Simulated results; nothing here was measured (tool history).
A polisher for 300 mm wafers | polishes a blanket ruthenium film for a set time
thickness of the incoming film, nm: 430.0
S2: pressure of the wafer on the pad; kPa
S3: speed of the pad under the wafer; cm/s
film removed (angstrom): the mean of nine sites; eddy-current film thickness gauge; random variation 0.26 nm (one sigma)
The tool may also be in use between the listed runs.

run 1 day=0 | flow_of_slurry_(ml/min)=285 S2=9.7 S3=128 polishing_time_(s)=79 | film_removed_(angstrom)=763.5
run 2 day=0.162 | flow_of_slurry_(ml/min)=335 S2=9.7 S3=128 polishing_time_(s)=79 | film_removed_(angstrom)=767.82
run 3 day=0.383 | flow_of_slurry_(ml/min)=335 S2=8.3 S3=116 polishing_time_(s)=79 | film_removed_(angstrom)=611.61
run 4 day=0.512 | flow_of_slurry_(ml/min)=335 S2=6.9 S3=106 polishing_time_(s)=79 | film_removed_(angstrom)=480.48
run 5 day=0.671 | flow_of_slurry_(ml/min)=335 S2=6.9 S3=106 polishing_time_(s)=83 | film_removed_(angstrom)=507.53
run 6 day=0.933 | flow_of_slurry_(ml/min)=335 S2=6.2 S3=100 polishing_time_(s)=83 | film_removed_(angstrom)=439.42
run 7 day=1.25 | flow_of_slurry_(ml/min)=330 S2=5.5 S3=96 polishing_time_(s)=83 | film_removed_(angstrom)=380.19
run 8 day=1.542 | flow_of_slurry_(ml/min)=300 S2=5.5 S3=96 polishing_time_(s)=83 | film_removed_(angstrom)=382.76
run 9 day=1.883 | flow_of_slurry_(ml/min)=300 S2=5.5 S3=96 polishing_time_(s)=83 | film_removed_(angstrom)=380.98
run 10 day=2.125 | flow_of_slurry_(ml/min)=285 S2=4.8 S3=96 polishing_time_(s)=83 | film_removed_(angstrom)=334.3
run 11 day=2.267 | flow_of_slurry_(ml/min)=270 S2=4.8 S3=96 polishing_time_(s)=83 | film_removed_(angstrom)=341.47
run 12 day=2.571 | flow_of_slurry_(ml/min)=260 S2=4.8 S3=96 polishing_time_(s)=83 | film_removed_(angstrom)=337.31
run 13 day=2.833 | flow_of_slurry_(ml/min)=250 S2=4.8 S3=96 polishing_time_(s)=83 | film_removed_(angstrom)=335.88

Run 14 comes next. What will it give?
run 14 day=3.083 | flow_of_slurry_(ml/min)=240 S2=4.8 S3=96 polishing_time_(s)=83 | film_removed_(angstrom)=?

Run 14 gave film removed (angstrom) 330.17.

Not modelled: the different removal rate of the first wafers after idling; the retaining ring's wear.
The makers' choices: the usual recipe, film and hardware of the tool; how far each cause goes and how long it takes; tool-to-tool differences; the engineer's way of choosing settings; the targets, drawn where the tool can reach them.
